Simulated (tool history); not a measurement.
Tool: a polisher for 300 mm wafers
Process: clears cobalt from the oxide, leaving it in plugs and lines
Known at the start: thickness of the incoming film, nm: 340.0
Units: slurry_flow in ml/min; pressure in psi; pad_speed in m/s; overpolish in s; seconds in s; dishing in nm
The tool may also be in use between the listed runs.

{"run": 1, "hour": 0.0, "slurry_flow": 240, "pressure": 1.5, "pad_speed": 1.12, "overpolish": 9, "seconds": 67.817, "dishing": 27.37}
{"run": 2, "hour": 7.1, "slurry_flow": 240, "pressure": 1.5, "pad_speed": 1.12, "overpolish": 6, "seconds": 66.624, "dishing": 19.52}
{"run": 3, "hour": 14.5, "slurry_flow": 260, "pressure": 1.5, "pad_speed": 1.12, "overpolish": 6, "seconds": 66.388, "dishing": 20.468}
{"run": 4, "hour": 23.2, "slurry_flow": 260, "pressure": 1.7, "pad_speed": 1.12, "overpolish": 6, "seconds": 60.88, "dishing": 21.61}
{"run": 5, "hour": 25.0, "slurry_flow": 260, "pressure": 1.5, "pad_speed": 1.12, "overpolish": 6, "seconds": 66.996, "dishing": 19.981}
{"run": 6, "hour": 28.3, "slurry_flow": 205, "pressure": 1.5, "pad_speed": 1.12, "overpolish": 6, "seconds": 69.833, "dishing": 19.365}
{"run": 7, "hour": 34.1, "slurry_flow": 195, "pressure": 1.4, "pad_speed": 1.12, "overpolish": 6, "seconds": 75.728, "dishing": 18.185}
{"run": 8, "hour": 41.2, "slurry_flow": 185, "pressure": 1.4, "pad_speed": 1.12, "overpolish": 6, "seconds": 74.379, "dishing": 18.816}

Run 9 comes next. What will it give?
{"run": 9, "hour": 45.0, "slurry_flow": 180, "pressure": 1.3, "pad_speed": 1.12, "overpolish": 6, "seconds": "?", "dishing": "?"}

seconds: 78.991 s
dishing: 17.844 nm
